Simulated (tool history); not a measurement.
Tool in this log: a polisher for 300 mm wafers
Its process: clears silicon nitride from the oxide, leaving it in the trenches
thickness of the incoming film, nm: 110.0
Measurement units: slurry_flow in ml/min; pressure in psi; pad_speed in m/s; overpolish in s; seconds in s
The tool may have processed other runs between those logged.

run	hour	slurry_flow	pressure	pad_speed	overpolish	seconds
1	0	170	3.1	0.98	16	132.25
2	8.8	170	3.3	0.98	16	124.72
3	17	170	3.5	0.98	16	116.59
4	21.4	210	3.5	0.98	16	113.65
5	23.2	210	3.5	0.98	17	114.43
6	25.4	210	3.7	0.98	17	107.71
7	33	210	3.8	0.98	17	106.3
8	37.3	210	3.9	0.98	17	103.54

Run 9, settings as shown, results not yet in. Your forecast:
9	43.7	225	4.8	1	17	?

seconds: 81.745 s
